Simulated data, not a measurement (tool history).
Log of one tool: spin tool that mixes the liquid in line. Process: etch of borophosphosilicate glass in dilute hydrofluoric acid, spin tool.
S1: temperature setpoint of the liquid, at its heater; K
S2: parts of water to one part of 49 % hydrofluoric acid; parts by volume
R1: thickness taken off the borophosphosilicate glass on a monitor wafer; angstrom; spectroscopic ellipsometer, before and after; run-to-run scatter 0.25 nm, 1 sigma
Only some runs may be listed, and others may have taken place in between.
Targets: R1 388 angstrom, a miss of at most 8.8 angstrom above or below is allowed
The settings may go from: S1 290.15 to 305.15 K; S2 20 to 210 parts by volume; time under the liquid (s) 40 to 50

Run 1, hour 0: S1 297.15 K, S2 115 parts by volume, time under the liquid (s) 50. Result: R1 262.26 angstrom.
Run 2, hour 8.8: S1 297.15 K, S2 135 parts by volume, time under the liquid (s) 50. Result: R1 218.9 angstrom.
Run 3, hour 15.5: S1 297.15 K, S2 135 parts by volume, time under the liquid (s) 40. Result: R1 173.26 angstrom.
Run 4, hour 21: S1 297.15 K, S2 110 parts by volume, time under the liquid (s) 40. Result: R1 217.19 angstrom.
Run 5, hour 29.6: S1 298.65 K, S2 100 parts by volume, time under the liquid (s) 40. Result: R1 257.83 angstrom.
Run 6, hour 33.4: S1 300.65 K, S2 100 parts by volume, time under the liquid (s) 40. Result: R1 282.4 angstrom.
At hour 35.9: hydrofluoric acid flow meter replaced.
Run 7, hour 35.9: S1 301.65 K, S2 95 parts by volume, time under the liquid (s) 40. Result: R1 285.92 angstrom.
Run 8, hour 39.6: S1 302.15 K, S2 90 parts by volume, time under the liquid (s) 40. Result: R1 309.34 angstrom.
Run 9, hour 46.1: S1 302.65 K, S2 85 parts by volume, time under the liquid (s) 40. Result: R1 334.14 angstrom.
Run 10, hour 47.3: S1 303.15 K, S2 85 parts by volume, time under the liquid (s) 40. Result: R1 343.98 angstrom.
Run 11, hour 53.8: S1 303.65 K, S2 85 parts by volume, time under the liquid (s) 40. Result: R1 350.18 angstrom.
Run 12, hour 62.5: S1 304.15 K, S2 85 parts by volume, time under the liquid (s) 40. Result: R1 356.14 angstrom.

5 next moves are on the table. One of them brings every result within its allowed miss. Which?
Run A, hour 71.2: S1 298.65 K, S2 80 parts by volume, time under the liquid (s) 40. Result: R1 ?.
Run B, hour 71.2: S1 304.65 K, S2 80 parts by volume, time under the liquid (s) 40. Result: R1 ?.
Run C, hour 71.2: S1 302.65 K, S2 85 parts by volume, time under the liquid (s) 40. Result: R1 ?.
Run D, hour 71.2: S1 305.15 K, S2 105 parts by volume, time under the liquid (s) 50. Result: R1 ?.
Run E, hour 71.2: S1 303.65 K, S2 90 parts by volume, time under the liquid (s) 40. Result: R1 ?.

move      R1
   A  306.53
   B  386.58
   C   334.8
   D  361.35
   E  326.05
A: the biggest miss grows against the last run
B: each result inside its tolerance
C: the biggest miss grows against the last run
D: nearer than the last run, and not there yet
E: the biggest miss grows against the last run
The right move is B.
